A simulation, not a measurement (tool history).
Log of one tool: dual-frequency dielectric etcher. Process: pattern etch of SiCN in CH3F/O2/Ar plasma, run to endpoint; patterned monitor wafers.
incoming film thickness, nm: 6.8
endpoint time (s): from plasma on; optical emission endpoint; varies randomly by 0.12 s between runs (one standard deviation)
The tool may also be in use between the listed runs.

run,day,source power (kW),bias power (kW),endpoint time (s)
1,0,0.43,0.071,18.749
2,0.229,0.39,0.068,19.617
3,0.35,0.39,0.08,18.598
4,0.588,0.36,0.076,19.56
5,0.825,0.36,0.086,18.66
6,0.888,0.44,0.086,17.189
7,1.179,0.39,0.081,18.512

Predict the results of run 8:
8,1.421,0.36,0.078,?

For run 8 the tool returned endpoint time (s) 19.281.

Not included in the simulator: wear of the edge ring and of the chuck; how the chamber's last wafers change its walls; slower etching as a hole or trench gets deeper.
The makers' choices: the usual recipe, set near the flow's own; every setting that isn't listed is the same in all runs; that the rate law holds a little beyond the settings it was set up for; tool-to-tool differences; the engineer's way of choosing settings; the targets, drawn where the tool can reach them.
